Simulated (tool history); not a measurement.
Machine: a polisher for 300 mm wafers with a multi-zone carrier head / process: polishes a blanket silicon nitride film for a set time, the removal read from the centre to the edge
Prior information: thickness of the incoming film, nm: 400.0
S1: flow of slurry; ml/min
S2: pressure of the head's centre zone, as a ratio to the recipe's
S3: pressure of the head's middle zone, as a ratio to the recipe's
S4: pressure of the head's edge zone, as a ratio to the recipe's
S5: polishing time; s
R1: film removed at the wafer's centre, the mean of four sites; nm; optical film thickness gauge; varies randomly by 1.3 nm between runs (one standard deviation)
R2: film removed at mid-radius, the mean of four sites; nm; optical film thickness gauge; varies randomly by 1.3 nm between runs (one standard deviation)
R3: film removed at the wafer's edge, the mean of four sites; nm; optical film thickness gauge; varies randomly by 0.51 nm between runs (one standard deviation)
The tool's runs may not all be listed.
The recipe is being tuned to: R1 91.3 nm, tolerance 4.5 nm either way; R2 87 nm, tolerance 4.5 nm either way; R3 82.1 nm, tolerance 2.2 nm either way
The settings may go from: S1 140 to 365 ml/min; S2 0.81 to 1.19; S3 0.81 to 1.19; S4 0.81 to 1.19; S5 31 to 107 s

run 1 hour=0 | S1=235 S2=1 S3=1 S4=1 S5=69 | R1=113.57 R2=111.77 R3=109.86
run 2 hour=5.8 | S1=230 S2=1 S3=0.99 S4=0.96 S5=65 | R1=107.04 R2=105.34 R3=100.65
run 3 hour=10.4 | S1=225 S2=0.99 S3=0.97 S4=0.93 S5=63 | R1=104.26 R2=98.605 R3=96.309
run 4 hour=15.5 | S1=225 S2=1.03 S3=0.97 S4=0.93 S5=63 | R1=107.19 R2=100.96 R3=96.434
run 5 hour=20.1 | S1=225 S2=0.94 S3=0.97 S4=0.93 S5=63 | R1=96.197 R2=99.921 R3=96.795
run 6 hour=25.3 | S1=265 S2=0.94 S3=0.97 S4=0.93 S5=63 | R1=98.428 R2=101.54 R3=98.303
run 7 hour=32.3 | S1=260 S2=0.95 S3=0.96 S4=0.9 S5=61 | R1=95.048 R2=97.896 R3=92.293
run 8 hour=35.9 | S1=260 S2=0.96 S3=0.94 S4=0.88 S5=60 | R1=97.659 R2=94.573 R3=90.287

Below are 5 possible settings for the next run. Only one of them brings all results inside the allowed miss of their targets. Which is it?
run A hour=39.5 | S1=275 S2=1.11 S3=0.99 S4=0.81 S5=55 | R1=? R2=? R3=?
run B hour=39.5 | S1=215 S2=0.92 S3=0.97 S4=0.97 S5=65 | R1=? R2=? R3=?
run C hour=39.5 | S1=255 S2=0.9 S3=0.96 S4=0.96 S5=61 | R1=? R2=? R3=?
run D hour=39.5 | S1=275 S2=1.01 S3=0.96 S4=0.86 S5=55 | R1=? R2=? R3=?
run E hour=39.5 | S1=260 S2=0.93 S3=0.95 S4=0.95 S5=59 | R1=? R2=? R3=?

move=A R1=102.47 R2=89.511 R3=80.28
move=B R1=97.206 R2=101.72 R3=100.91
move=C R1=91.187 R2=96.75 R3=95.643
move=D R1=93.156 R2=87.882 R3=82.458
move=E R1=91.366 R2=93.164 R3=92.204
A: the worst result of the last run now meets its target, but another is out of spec
B: moves away from the targets compared with the last run
C: moves away from the targets compared with the last run
D: in spec on every target
E: moves away from the targets compared with the last run
Correct choice: D, which meets every target
